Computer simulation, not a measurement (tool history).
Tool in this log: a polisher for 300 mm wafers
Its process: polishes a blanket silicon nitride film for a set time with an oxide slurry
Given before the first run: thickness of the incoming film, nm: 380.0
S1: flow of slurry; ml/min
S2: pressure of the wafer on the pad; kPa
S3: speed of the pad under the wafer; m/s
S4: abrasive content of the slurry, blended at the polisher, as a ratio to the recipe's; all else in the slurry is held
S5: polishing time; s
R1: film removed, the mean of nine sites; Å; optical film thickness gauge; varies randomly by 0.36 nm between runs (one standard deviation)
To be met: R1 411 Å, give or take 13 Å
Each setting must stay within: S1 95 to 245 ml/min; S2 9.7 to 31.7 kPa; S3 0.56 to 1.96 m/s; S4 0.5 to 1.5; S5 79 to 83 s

Run 1, hour 0: S1 155 ml/min, S2 20.7 kPa, S3 1.26 m/s, S4 1, S5 79 s. Result: R1 542.01 Å.
Run 2, hour 2.7: S1 155 ml/min, S2 20.7 kPa, S3 1.52 m/s, S4 1, S5 79 s. Result: R1 636.21 Å.
Run 3, hour 6.5: S1 155 ml/min, S2 20.7 kPa, S3 1.52 m/s, S4 1.1, S5 79 s. Result: R1 661.11 Å.
Run 4, hour 9.2: S1 155 ml/min, S2 20.7 kPa, S3 1.7 m/s, S4 1.1, S5 79 s. Result: R1 719.05 Å.
Run 5, hour 17.8: S1 155 ml/min, S2 16.5 kPa, S3 1.7 m/s, S4 1.1, S5 79 s. Result: R1 616.79 Å.
Run 6, hour 24.4: S1 155 ml/min, S2 16.5 kPa, S3 1.96 m/s, S4 1.1, S5 79 s. Result: R1 687.63 Å.
Run 7, hour 25.5: S1 150 ml/min, S2 15.2 kPa, S3 1.88 m/s, S4 1.1, S5 79 s. Result: R1 614.99 Å.
Run 8, hour 29.5: S1 145 ml/min, S2 13.8 kPa, S3 1.84 m/s, S4 1.1, S5 79 s. Result: R1 557.14 Å.
Run 9, hour 37.6: S1 140 ml/min, S2 13.1 kPa, S3 1.82 m/s, S4 1.1, S5 79 s. Result: R1 541.38 Å.
Run 10, hour 40.3: S1 135 ml/min, S2 12.4 kPa, S3 1.78 m/s, S4 1.1, S5 79 s. Result: R1 509.25 Å.
Run 11, hour 43.7: S1 130 ml/min, S2 11.7 kPa, S3 1.76 m/s, S4 1.1, S5 79 s. Result: R1 483.9 Å.
Run 12, hour 46: S1 125 ml/min, S2 11 kPa, S3 1.74 m/s, S4 1.1, S5 79 s. Result: R1 461.7 Å.
Run 13, hour 52.1: S1 125 ml/min, S2 11 kPa, S3 1.74 m/s, S4 1.1, S5 79 s. Result: R1 455.23 Å.
Run 14, hour 58: S1 125 ml/min, S2 11 kPa, S3 1.74 m/s, S4 1.1, S5 79 s. Result: R1 455.38 Å.

Exercise: of the 5 proposed moves below, exactly one satisfies all targets within the stated allowed misses. Which move is it?
Run A, hour 63.9: S1 140 ml/min, S2 13.8 kPa, S3 1.48 m/s, S4 1.35, S5 79 s. Result: R1 ?.
Run B, hour 63.9: S1 140 ml/min, S2 10.3 kPa, S3 1.5 m/s, S4 0.95, S5 80 s. Result: R1 ?.
Run C, hour 63.9: S1 135 ml/min, S2 9.7 kPa, S3 1.52 m/s, S4 1.25, S5 81 s. Result: R1 ?.
Run D, hour 63.9: S1 170 ml/min, S2 11 kPa, S3 1.72 m/s, S4 1.3, S5 83 s. Result: R1 ?.
Run E, hour 63.9: S1 95 ml/min, S2 11.7 kPa, S3 1.84 m/s, S4 1, S5 80 s. Result: R1 ?.

move      R1
   A  499.77
   B  377.93
   C  403.81
   D  514.94
   E  470.18
A: moves away from the targets compared with the last run
B: takes the result that was furthest off past its target
C: each result inside its tolerance
D: moves away from the targets compared with the last run
E: moves away from the targets compared with the last run
Answer: C
